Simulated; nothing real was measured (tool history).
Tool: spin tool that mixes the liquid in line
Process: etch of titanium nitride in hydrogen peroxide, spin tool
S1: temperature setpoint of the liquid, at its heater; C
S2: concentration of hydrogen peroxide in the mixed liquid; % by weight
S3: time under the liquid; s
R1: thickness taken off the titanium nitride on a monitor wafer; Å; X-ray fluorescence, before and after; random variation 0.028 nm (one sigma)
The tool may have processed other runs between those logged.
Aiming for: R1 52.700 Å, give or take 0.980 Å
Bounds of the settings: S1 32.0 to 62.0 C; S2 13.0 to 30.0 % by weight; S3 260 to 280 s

Run 1, hour 0.0: S1 46.0 C, S2 25.0 % by weight, S3 260 s. Result: R1 115.580 Å.
Run 2, hour 1.0: S1 43.5 C, S2 25.0 % by weight, S3 260 s. Result: R1 95.865 Å.
Run 3, hour 2.1: S1 43.5 C, S2 25.0 % by weight, S3 280 s. Result: R1 104.550 Å.
Run 4, hour 3.6: S1 41.5 C, S2 25.0 % by weight, S3 280 s. Result: R1 89.199 Å.
Run 5, hour 9.8: S1 36.5 C, S2 25.0 % by weight, S3 280 s. Result: R1 59.936 Å.
Run 6, hour 17.0: S1 36.5 C, S2 25.0 % by weight, S3 280 s. Result: R1 60.832 Å.
Run 7, hour 20.4: S1 36.0 C, S2 25.0 % by weight, S3 280 s. Result: R1 57.960 Å.
Run 8, hour 27.8: S1 35.5 C, S2 25.0 % by weight, S3 280 s. Result: R1 55.932 Å.
Run 9, hour 33.1: S1 35.0 C, S2 25.0 % by weight, S3 280 s. Result: R1 53.708 Å.

Below are 4 possible settings for the next run. Only one of them brings all results inside the allowed miss of their targets. Which is it?
Run A, hour 38.4: S1 34.5 C, S2 23.5 % by weight, S3 275 s. Result: R1 ?.
Run B, hour 38.4: S1 35.5 C, S2 20.0 % by weight, S3 260 s. Result: R1 ?.
Run C, hour 38.4: S1 36.0 C, S2 27.5 % by weight, S3 260 s. Result: R1 ?.
Run D, hour 38.4: S1 36.5 C, S2 19.0 % by weight, S3 260 s. Result: R1 ?.

move      R1
   A  49.921
   B  49.354
   C  55.018
   D  52.824
A: takes the biggest miss from the last run beyond its target
B: takes the biggest miss from the last run beyond its target
C: the biggest miss grows against the last run
D: in spec on every target
The move that meets every target is D.
